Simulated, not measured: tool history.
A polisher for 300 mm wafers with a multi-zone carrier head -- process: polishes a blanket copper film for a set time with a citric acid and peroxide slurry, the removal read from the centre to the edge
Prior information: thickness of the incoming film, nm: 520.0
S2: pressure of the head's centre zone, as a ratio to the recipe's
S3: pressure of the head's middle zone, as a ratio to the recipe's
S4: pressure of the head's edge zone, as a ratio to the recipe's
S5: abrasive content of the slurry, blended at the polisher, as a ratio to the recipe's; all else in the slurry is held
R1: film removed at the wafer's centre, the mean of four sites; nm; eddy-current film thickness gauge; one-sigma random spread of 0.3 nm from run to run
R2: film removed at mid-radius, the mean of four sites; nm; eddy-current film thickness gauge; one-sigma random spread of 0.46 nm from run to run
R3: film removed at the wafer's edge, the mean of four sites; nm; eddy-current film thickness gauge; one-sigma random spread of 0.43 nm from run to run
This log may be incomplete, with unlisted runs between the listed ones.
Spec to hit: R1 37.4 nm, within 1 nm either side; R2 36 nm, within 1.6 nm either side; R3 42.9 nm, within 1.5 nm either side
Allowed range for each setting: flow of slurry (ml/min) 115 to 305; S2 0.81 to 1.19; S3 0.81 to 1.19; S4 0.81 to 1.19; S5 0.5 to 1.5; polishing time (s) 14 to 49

run 1 hour=0 | flow_of_slurry_(ml/min)=195 S2=1 S3=1 S4=1 S5=1 polishing_time_(s)=31 | R1=57.062 R2=54.34 R3=57.603
run 2 hour=8.6 | flow_of_slurry_(ml/min)=195 S2=1 S3=1.04 S4=1 S5=1 polishing_time_(s)=31 | R1=55.394 R2=55.96 R3=58.346
run 3 hour=14.7 | flow_of_slurry_(ml/min)=150 S2=1 S3=1.04 S4=1 S5=1 polishing_time_(s)=31 | R1=53.618 R2=54.196 R3=57.845
run 4 hour=19.1 | flow_of_slurry_(ml/min)=150 S2=0.92 S3=1.04 S4=1 S5=1 polishing_time_(s)=31 | R1=50.301 R2=55.262 R3=57.909
run 5 hour=20.7 | flow_of_slurry_(ml/min)=150 S2=0.92 S3=1.04 S4=1 S5=1.2 polishing_time_(s)=31 | R1=52.276 R2=57.509 R3=59.02
run 6 hour=29.2 | flow_of_slurry_(ml/min)=150 S2=0.91 S3=1.01 S4=0.98 S5=1.1 polishing_time_(s)=30 | R1=48.798 R2=53.3 R3=55.92
run 7 hour=33.1 | flow_of_slurry_(ml/min)=150 S2=0.91 S3=0.98 S4=0.97 S5=1 polishing_time_(s)=29 | R1=46.814 R2=49.547 R3=52.433
run 8 hour=38.2 | flow_of_slurry_(ml/min)=145 S2=0.9 S3=0.95 S4=0.97 S5=0.9 polishing_time_(s)=28 | R1=43.029 R2=46.259 R3=49.411
run 9 hour=44.4 | flow_of_slurry_(ml/min)=140 S2=0.91 S3=0.93 S4=0.98 S5=0.85 polishing_time_(s)=28 | R1=43.624 R2=43.595 R3=49.72
run 10 hour=51.6 | flow_of_slurry_(ml/min)=140 S2=0.9 S3=0.91 S4=0.97 S5=0.8 polishing_time_(s)=28 | R1=43.158 R2=42.496 R3=48.518
run 11 hour=57.5 | flow_of_slurry_(ml/min)=125 S2=0.82 S3=0.81 S4=0.95 S5=0.55 polishing_time_(s)=27 | R1=36.028 R2=35.153 R3=44.378

Which one of the following 4 next-run settings gets every result inside its allowed miss? There is exactly one.
run A hour=63.4 | flow_of_slurry_(ml/min)=120 S2=0.81 S3=0.86 S4=0.98 S5=0.8 polishing_time_(s)=25 | R1=? R2=? R3=?
run B hour=63.4 | flow_of_slurry_(ml/min)=130 S2=0.9 S3=0.87 S4=0.98 S5=0.5 polishing_time_(s)=26 | R1=? R2=? R3=?
run C hour=63.4 | flow_of_slurry_(ml/min)=130 S2=0.82 S3=0.82 S4=0.94 S5=0.55 polishing_time_(s)=26 | R1=? R2=? R3=?
run D hour=63.4 | flow_of_slurry_(ml/min)=115 S2=0.84 S3=0.81 S4=1.05 S5=0.5 polishing_time_(s)=27 | R1=? R2=? R3=?

move=A R1=35.07 R2=35.432 R3=42.564
move=B R1=37.835 R2=35.446 R3=42.048
move=C R1=35.533 R2=34.153 R3=41.711
move=D R1=36.443 R2=34.108 R3=44.623
A: further off than the last run
B: every result within its allowed miss
C: further off than the last run
D: brings the result that was furthest off to its target, and leaves another outside
Move B is the one to make.
